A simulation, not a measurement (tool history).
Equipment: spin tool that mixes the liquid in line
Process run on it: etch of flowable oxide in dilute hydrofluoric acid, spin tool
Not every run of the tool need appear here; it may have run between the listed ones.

run    day  temperature setpoint of the liquid (K)  parts of water to one part of 49 % hydrofluoric acid (parts by volume)  time under the liquid (s)  thickness taken off the flowable oxide on a monitor wafer (nm)
  1      0                                  295.15                                                                      50                         55                                                          40.988
  2  0.133                                  292.65                                                                      50                         55                                                           36.68
  3  0.321                                  292.65                                                                      45                         55                                                          41.425
  4  0.512                                  295.15                                                                      45                         55                                                          46.681
  5  0.546                                  292.65                                                                      45                         55                                                          41.651
  6  0.796                                  295.15                                                                      45                         55                                                          46.038
  7  0.817                                  297.15                                                                      45                         55                                                          50.585

Run 8, settings as shown, results not yet in. Your forecast:
  8  1.025                                  298.65                                                                      45                         55                                                               ?

{"run 8": {"thickness taken off the flowable oxide on a monitor wafer (nm)": 52.919}}
